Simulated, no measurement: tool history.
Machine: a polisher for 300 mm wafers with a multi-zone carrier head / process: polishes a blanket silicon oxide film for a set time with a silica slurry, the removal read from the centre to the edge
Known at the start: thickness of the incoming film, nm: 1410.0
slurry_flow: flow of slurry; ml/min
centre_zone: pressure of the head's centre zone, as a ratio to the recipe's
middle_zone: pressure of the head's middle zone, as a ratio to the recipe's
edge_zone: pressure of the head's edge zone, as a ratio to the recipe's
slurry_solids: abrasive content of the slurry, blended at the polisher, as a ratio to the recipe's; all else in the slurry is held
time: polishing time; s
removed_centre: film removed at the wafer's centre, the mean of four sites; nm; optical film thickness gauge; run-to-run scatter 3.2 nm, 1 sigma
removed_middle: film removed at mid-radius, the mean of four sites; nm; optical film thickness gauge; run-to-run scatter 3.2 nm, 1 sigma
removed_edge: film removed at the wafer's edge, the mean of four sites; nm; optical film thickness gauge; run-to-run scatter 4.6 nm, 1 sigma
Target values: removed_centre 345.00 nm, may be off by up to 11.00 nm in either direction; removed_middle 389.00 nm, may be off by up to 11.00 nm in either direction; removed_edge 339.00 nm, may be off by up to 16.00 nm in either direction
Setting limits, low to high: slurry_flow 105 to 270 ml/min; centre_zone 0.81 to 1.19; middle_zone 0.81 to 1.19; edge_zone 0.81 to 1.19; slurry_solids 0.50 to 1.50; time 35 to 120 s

run 1 hour=0.0 | slurry_flow=175 centre_zone=1.00 middle_zone=1.00 edge_zone=1.00 slurry_solids=1.00 time=77 | removed_centre=332.04 removed_middle=328.63 removed_edge=313.55
run 2 hour=6.4 | slurry_flow=200 centre_zone=1.00 middle_zone=1.00 edge_zone=1.00 slurry_solids=1.00 time=77 | removed_centre=330.47 removed_middle=335.75 removed_edge=318.85
run 3 hour=7.5 | slurry_flow=200 centre_zone=1.00 middle_zone=1.00 edge_zone=1.00 slurry_solids=1.00 time=63 | removed_centre=271.01 removed_middle=277.45 removed_edge=258.94
run 4 hour=16.4 | slurry_flow=205 centre_zone=1.01 middle_zone=1.03 edge_zone=1.03 slurry_solids=1.05 time=63 | removed_centre=281.69 removed_middle=289.78 removed_edge=269.65
run 5 hour=22.0 | slurry_flow=205 centre_zone=1.09 middle_zone=1.03 edge_zone=1.03 slurry_solids=1.05 time=63 | removed_centre=297.90 removed_middle=292.95 removed_edge=266.98
run 6 hour=25.4 | slurry_flow=205 centre_zone=1.09 middle_zone=1.03 edge_zone=1.03 slurry_solids=0.90 time=63 | removed_centre=281.91 removed_middle=273.35 removed_edge=255.10
run 7 hour=26.8 | slurry_flow=210 centre_zone=1.08 middle_zone=1.05 edge_zone=1.05 slurry_solids=1.00 time=63 | removed_centre=295.13 removed_middle=290.21 removed_edge=262.78
run 8 hour=28.8 | slurry_flow=210 centre_zone=1.05 middle_zone=1.06 edge_zone=1.06 slurry_solids=1.10 time=64 | removed_centre=304.29 removed_middle=307.11 removed_edge=282.26
run 9 hour=32.4 | slurry_flow=215 centre_zone=1.04 middle_zone=1.08 edge_zone=1.07 slurry_solids=1.15 time=64 | removed_centre=303.40 removed_middle=315.82 removed_edge=288.32
run 10 hour=36.0 | slurry_flow=220 centre_zone=1.04 middle_zone=1.10 edge_zone=1.08 slurry_solids=1.20 time=64 | removed_centre=311.23 removed_middle=327.10 removed_edge=290.08
run 11 hour=43.1 | slurry_flow=220 centre_zone=1.03 middle_zone=1.11 edge_zone=1.09 slurry_solids=1.25 time=64 | removed_centre=307.06 removed_middle=336.58 removed_edge=295.65

Of the 5 settings listed for the next run, only one would bring every result within its allowed miss of target. Which one?
run A hour=50.2 | slurry_flow=210 centre_zone=0.91 middle_zone=1.19 edge_zone=1.08 slurry_solids=1.40 time=72 | removed_centre=? removed_middle=? removed_edge=?
run B hour=50.2 | slurry_flow=230 centre_zone=0.98 middle_zone=1.01 edge_zone=1.07 slurry_solids=1.30 time=79 | removed_centre=? removed_middle=? removed_edge=?
run C hour=50.2 | slurry_flow=190 centre_zone=0.96 middle_zone=1.08 edge_zone=0.99 slurry_solids=1.45 time=75 | removed_centre=? removed_middle=? removed_edge=?
run D hour=50.2 | slurry_flow=225 centre_zone=0.87 middle_zone=1.19 edge_zone=1.10 slurry_solids=1.50 time=66 | removed_centre=? removed_middle=? removed_edge=?
run E hour=50.2 | slurry_flow=205 centre_zone=0.84 middle_zone=0.95 edge_zone=1.18 slurry_solids=1.25 time=82 | removed_centre=? removed_middle=? removed_edge=?

move=A removed_centre=318.44 removed_middle=413.05 removed_edge=337.98
move=B removed_centre=372.89 removed_middle=389.85 removed_edge=365.21
move=C removed_centre=347.44 removed_middle=393.80 removed_edge=337.51
move=D removed_centre=287.87 removed_middle=390.35 removed_edge=321.52
move=E removed_centre=321.36 removed_middle=373.85 removed_edge=389.33
A: takes the result that was furthest off past its target
B: the furthest-off result lands on target, but another misses its tolerance
C: in spec on every target
D: the furthest-off result lands on target, but another misses its tolerance
E: moves toward the targets from the last run without getting all of them in spec
Correct choice: C, which meets every target

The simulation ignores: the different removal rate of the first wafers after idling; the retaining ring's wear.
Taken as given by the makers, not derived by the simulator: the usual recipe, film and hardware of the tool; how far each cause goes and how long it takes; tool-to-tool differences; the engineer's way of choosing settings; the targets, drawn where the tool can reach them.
